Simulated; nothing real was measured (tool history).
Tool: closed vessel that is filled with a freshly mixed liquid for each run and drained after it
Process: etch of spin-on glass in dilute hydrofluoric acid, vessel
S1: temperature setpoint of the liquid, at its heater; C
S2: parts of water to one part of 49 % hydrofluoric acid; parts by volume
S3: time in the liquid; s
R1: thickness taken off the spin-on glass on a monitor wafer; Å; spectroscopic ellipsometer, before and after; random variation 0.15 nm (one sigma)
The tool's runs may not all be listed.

{"run": 1, "hour": 0.0, "S1": 21.0, "S2": 210, "S3": 30, "R1": 46.591}
{"run": 2, "hour": 3.7, "S1": 21.0, "S2": 240, "S3": 30, "R1": 39.704}
{"run": 3, "hour": 4.8, "S1": 21.0, "S2": 295, "S3": 30, "R1": 30.586}
{"run": 4, "hour": 13.7, "S1": 23.5, "S2": 210, "S3": 30, "R1": 52.157}
{"run": 5, "hour": 22.0, "S1": 22.0, "S2": 210, "S3": 30, "R1": 48.921}
{"run": 6, "hour": 28.0, "S1": 22.0, "S2": 235, "S3": 30, "R1": 42.491}
{"run": 7, "hour": 37.1, "S1": 26.0, "S2": 150, "S3": 30, "R1": 85.096}
{"run": 8, "hour": 41.7, "S1": 27.0, "S2": 115, "S3": 30, "R1": 120.63}

Forecast run 9:
{"run": 9, "hour": 50.4, "S1": 27.5, "S2": 100, "S3": 30, "R1": "?"}

Run 9 gave R1 142.490 Å.
